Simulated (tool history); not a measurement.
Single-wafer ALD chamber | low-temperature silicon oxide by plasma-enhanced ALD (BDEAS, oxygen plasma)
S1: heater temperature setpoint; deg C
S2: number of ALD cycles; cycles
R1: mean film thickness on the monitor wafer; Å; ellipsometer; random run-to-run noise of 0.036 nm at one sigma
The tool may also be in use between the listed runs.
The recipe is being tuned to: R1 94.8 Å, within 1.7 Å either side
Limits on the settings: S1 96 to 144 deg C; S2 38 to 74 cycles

run,hour,S1,S2,R1
1,0,120,56,84.588
2,2.6,119,58,87.614
3,8,118,59,89.543
4,9.9,116,60,91.884
5,18.1,116,56,85.62
6,26.8,114,57,87.274
7,35.7,113,58,89.616
8,40.7,111,58,90.211
9,45.6,109,58,89.717
10,50.9,108,59,91.807
11,54.7,107,59,91.484
12,57.8,107,59,91.62
13,64.6,106,59,91.658

Of the 5 settings listed for the next run, only one would bring every result within its allowed miss of target. Which one?
A,71.4,97,61,?
B,71.4,105,64,?
C,71.4,96,56,?
D,71.4,107,64,?
E,71.4,108,61,?

move,R1
A,97.746
B,99.775
C,90.095
D,99.363
E,94.508
A: takes the result that was furthest off past its target
B: takes the result that was furthest off past its target
C: its largest miss is bigger than the last run's
D: takes the result that was furthest off past its target
E: every result within its allowed miss
Move E is the one to make.

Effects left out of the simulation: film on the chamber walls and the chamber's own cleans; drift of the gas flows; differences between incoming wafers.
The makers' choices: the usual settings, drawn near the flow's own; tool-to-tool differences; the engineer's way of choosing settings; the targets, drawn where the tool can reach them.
